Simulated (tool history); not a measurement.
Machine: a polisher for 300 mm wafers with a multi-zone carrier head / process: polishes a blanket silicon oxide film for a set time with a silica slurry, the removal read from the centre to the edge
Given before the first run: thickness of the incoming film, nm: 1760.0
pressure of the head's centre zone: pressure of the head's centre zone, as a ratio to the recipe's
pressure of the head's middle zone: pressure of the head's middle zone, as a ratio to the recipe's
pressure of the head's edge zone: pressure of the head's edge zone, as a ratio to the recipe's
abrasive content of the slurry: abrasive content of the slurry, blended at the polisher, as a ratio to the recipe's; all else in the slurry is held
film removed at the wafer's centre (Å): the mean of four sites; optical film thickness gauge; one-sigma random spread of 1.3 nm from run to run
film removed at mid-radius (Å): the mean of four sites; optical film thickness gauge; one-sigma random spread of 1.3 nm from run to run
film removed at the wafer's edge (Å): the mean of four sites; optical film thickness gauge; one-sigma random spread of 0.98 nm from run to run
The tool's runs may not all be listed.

| run | hour | flow of slurry (ml/min) | pressure of the head's centre zone | pressure of the head's middle zone | pressure of the head's edge zone | abrasive content of the slurry | polishing time (s) | film removed at the wafer's centre (Å) | film removed at mid-radius (Å) | film removed at the wafer's edge (Å) |
|---|---|---|---|---|---|---|---|---|---|---|
| 1 | 0.0 | 250 | 1.00 | 1.00 | 1.00 | 1.00 | 34 | 797.13 | 768.79 | 771.55 |
| 2 | 5.7 | 250 | 0.99 | 1.01 | 1.01 | 1.05 | 34 | 795.97 | 758.98 | 798.27 |
| 3 | 6.3 | 250 | 0.98 | 1.03 | 1.01 | 1.10 | 34 | 823.24 | 810.34 | 798.18 |
| 4 | 12.3 | 250 | 0.98 | 1.03 | 1.01 | 1.10 | 37 | 876.87 | 866.08 | 866.52 |
| 5 | 12.9 | 250 | 0.98 | 1.03 | 1.01 | 1.25 | 37 | 912.37 | 909.81 | 906.13 |
| 6 | 18.6 | 250 | 0.98 | 1.03 | 1.01 | 1.40 | 37 | 957.94 | 936.04 | 931.18 |

The next listed run, before its measurement:
| 7 | 20.3 | 250 | 0.97 | 1.03 | 1.02 | 1.40 | 37 | ? | ? | ? |

{"run 7": {"film removed at the wafer's centre (Å)": 936.44, "film removed at mid-radius (Å)": 919.69, "film removed at the wafer's edge (Å)": 939.13}}
